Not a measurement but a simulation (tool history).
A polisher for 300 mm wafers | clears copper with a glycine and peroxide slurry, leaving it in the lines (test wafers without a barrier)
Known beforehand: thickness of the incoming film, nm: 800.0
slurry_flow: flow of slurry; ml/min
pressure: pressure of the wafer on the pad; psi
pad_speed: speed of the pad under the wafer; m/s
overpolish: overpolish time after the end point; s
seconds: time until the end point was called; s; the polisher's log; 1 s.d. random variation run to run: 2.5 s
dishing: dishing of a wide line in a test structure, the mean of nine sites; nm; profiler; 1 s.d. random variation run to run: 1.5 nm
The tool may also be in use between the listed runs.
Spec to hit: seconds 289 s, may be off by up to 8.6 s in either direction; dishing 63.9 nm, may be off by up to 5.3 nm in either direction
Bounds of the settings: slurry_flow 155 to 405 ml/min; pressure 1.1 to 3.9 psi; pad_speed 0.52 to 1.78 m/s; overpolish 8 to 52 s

run,hour,slurry_flow,pressure,pad_speed,overpolish,seconds,dishing
1,0,260,2.5,1.14,26,169,72.248
2,4.6,260,2.2,1.12,28,188.82,69.416
3,10.7,260,1.8,1.12,28,222.48,60.282
4,13.6,225,1.8,1.12,28,226.22,62.997
5,16.3,225,1.8,1.28,28,203.5,65.198
6,17.6,225,1.6,1.28,28,222.39,61.554
7,26.4,220,1.5,1.26,30,238.41,61.875
8,33.1,215,1.4,1.26,31,251.67,59.781
9,37.6,210,1.4,1.26,32,251.66,64.83
10,40.5,205,1.3,1.26,32,266.82,63.006

4 next moves are on the table. One of them brings every result within its allowed miss. Which?
A,43.4,170,1.1,1.24,32,?,?
B,43.4,155,1.2,1.14,32,?,?
C,43.4,200,1.1,1.32,38,?,?
D,43.4,225,1.3,1.26,34,?,?

move,seconds,dishing
A,311.17,52.672
B,313.43,52.932
C,293.19,62.055
D,265.91,62.519
A: takes the result that was furthest off past its target
B: takes the result that was furthest off past its target
C: hits every target within its allowed miss
D: roughly where the last run was
Correct choice: C, which meets every target
